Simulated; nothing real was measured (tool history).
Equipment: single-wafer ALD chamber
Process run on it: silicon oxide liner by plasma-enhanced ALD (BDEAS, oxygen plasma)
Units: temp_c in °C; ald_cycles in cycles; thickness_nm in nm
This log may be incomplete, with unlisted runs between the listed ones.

run,hour,temp_c,ald_cycles,thickness_nm
1,0,325,81,7.5658
2,2,325,78,7.3094
3,7.8,317,78,7.4748
4,13.6,318,75,7.0835
5,20.6,318,74,6.9987
6,22.4,327,74,6.9652
7,29.9,327,73,6.8507

Run 8, settings as shown, results not yet in. Your forecast:
8,37,327,72,?

thickness_nm: 6.7502 nm
